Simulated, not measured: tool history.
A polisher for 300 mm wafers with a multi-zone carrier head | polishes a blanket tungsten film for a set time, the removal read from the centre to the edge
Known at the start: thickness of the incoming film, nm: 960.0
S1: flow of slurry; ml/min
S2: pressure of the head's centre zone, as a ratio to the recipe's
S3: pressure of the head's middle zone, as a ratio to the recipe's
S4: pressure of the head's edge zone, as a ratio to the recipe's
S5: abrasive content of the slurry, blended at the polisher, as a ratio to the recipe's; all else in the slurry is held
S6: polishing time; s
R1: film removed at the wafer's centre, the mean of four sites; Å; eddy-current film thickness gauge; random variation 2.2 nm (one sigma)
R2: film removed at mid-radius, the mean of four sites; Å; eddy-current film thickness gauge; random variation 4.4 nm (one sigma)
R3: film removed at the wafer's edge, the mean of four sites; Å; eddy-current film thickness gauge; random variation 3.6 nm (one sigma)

| run | day | S1 | S2 | S3 | S4 | S5 | S6 | R1 | R2 | R3 |
|---|---|---|---|---|---|---|---|---|---|---|
| 1 | 0.000 | 230 | 1.00 | 1.00 | 1.00 | 1.0 | 83 | 2350.2 | 2135.4 | 2156.6 |
| 2 | 0.146 | 230 | 1.05 | 1.00 | 1.00 | 1.0 | 83 | 2464.6 | 2106.9 | 2131.3 |
| 3 | 0.467 | 200 | 1.05 | 1.00 | 1.00 | 1.0 | 83 | 2376.8 | 2070.0 | 2098.1 |
| 4 | 0.775 | 240 | 1.05 | 1.00 | 1.00 | 1.0 | 83 | 2474.7 | 2141.6 | 2188.2 |
| 5 | 0.796 | 240 | 1.05 | 1.07 | 1.00 | 1.0 | 83 | 2446.0 | 2266.4 | 2183.7 |
| 6 | 1.138 | 260 | 1.07 | 1.08 | 1.04 | 1.1 | 84 | 2629.3 | 2378.6 | 2278.3 |

The next listed run, before its measurement:
| 7 | 1.412 | 260 | 1.07 | 1.08 | 1.04 | 1.1 | 84 | ? | ? | ? |

R1: 2620.3 Å
R2: 2358.9 Å
R3: 2242.1 Å
